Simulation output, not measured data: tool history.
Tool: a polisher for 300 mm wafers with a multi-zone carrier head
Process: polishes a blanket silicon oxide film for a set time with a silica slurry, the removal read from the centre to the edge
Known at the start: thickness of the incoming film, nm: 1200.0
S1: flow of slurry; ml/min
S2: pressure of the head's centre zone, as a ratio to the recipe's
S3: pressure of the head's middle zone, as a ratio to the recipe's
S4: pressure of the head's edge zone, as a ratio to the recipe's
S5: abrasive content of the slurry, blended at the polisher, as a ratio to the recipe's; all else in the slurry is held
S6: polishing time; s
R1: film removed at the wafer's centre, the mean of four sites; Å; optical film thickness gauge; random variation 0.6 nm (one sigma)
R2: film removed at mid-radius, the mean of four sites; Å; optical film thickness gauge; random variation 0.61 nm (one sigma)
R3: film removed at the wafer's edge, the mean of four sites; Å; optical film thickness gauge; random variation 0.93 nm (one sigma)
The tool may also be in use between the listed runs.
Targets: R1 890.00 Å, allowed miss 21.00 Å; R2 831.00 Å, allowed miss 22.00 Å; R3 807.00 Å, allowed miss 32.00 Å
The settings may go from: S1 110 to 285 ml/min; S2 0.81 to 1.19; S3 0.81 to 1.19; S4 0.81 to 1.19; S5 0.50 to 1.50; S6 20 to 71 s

{"run": 1, "hour": 0.0, "S1": 180, "S2": 1.0, "S3": 1.0, "S4": 1.0, "S5": 1.0, "S6": 45, "R1": 1355.3, "R2": 1410.9, "R3": 1315.1}
{"run": 2, "hour": 8.5, "S1": 175, "S2": 1.0, "S3": 0.96, "S4": 0.95, "S5": 0.85, "S6": 43, "R1": 1231.2, "R2": 1212.7, "R3": 1192.8}
{"run": 3, "hour": 14.3, "S1": 175, "S2": 1.0, "S3": 0.96, "S4": 0.91, "S5": 0.85, "S6": 43, "R1": 1225.9, "R2": 1224.0, "R3": 1149.3}
{"run": 4, "hour": 17.4, "S1": 175, "S2": 1.0, "S3": 0.95, "S4": 0.88, "S5": 0.75, "S6": 40, "R1": 1095.1, "R2": 1059.0, "R3": 1008.0}
{"run": 5, "hour": 18.7, "S1": 175, "S2": 0.94, "S3": 0.95, "S4": 0.88, "S5": 0.75, "S6": 40, "R1": 1018.3, "R2": 1057.9, "R3": 1001.6}
{"run": 6, "hour": 20.7, "S1": 180, "S2": 0.95, "S3": 0.94, "S4": 0.86, "S5": 0.65, "S6": 39, "R1": 956.7, "R2": 980.48, "R3": 923.72}
{"run": 7, "hour": 22.7, "S1": 175, "S2": 0.96, "S3": 0.92, "S4": 0.84, "S5": 0.6, "S6": 38, "R1": 910.9, "R2": 907.09, "R3": 862.41}
{"run": 8, "hour": 30.7, "S1": 165, "S2": 0.97, "S3": 0.91, "S4": 0.83, "S5": 0.6, "S6": 38, "R1": 903.66, "R2": 886.84, "R3": 843.71}
{"run": 9, "hour": 35.2, "S1": 160, "S2": 0.98, "S3": 0.9, "S4": 0.82, "S5": 0.6, "S6": 38, "R1": 916.05, "R2": 872.13, "R3": 852.85}

Which of these 4 next moves meets every target?
{"run": "A", "hour": 39.7, "S1": 110, "S2": 1.09, "S3": 1.03, "S4": 0.87, "S5": 0.75, "S6": 36, "R1": "?", "R2": "?", "R3": "?"}
{"run": "B", "hour": 39.7, "S1": 135, "S2": 1.07, "S3": 0.96, "S4": 0.81, "S5": 0.55, "S6": 40, "R1": "?", "R2": "?", "R3": "?"}
{"run": "C", "hour": 39.7, "S1": 195, "S2": 0.98, "S3": 0.87, "S4": 0.81, "S5": 0.8, "S6": 32, "R1": "?", "R2": "?", "R3": "?"}
{"run": "D", "hour": 39.7, "S1": 160, "S2": 0.99, "S3": 0.93, "S4": 0.83, "S5": 0.6, "S6": 38, "R1": "?", "R2": "?", "R3": "?"}

move=A R1=937.70 R2=914.90 R3=838.73
move=B R1=971.87 R2=903.67 R3=837.33
move=C R1=888.66 R2=825.15 R3=813.57
move=D R1=920.51 R2=897.51 R3=853.83
A: further off than the last run
B: further off than the last run
C: meets every target
D: further off than the last run
Answer: C
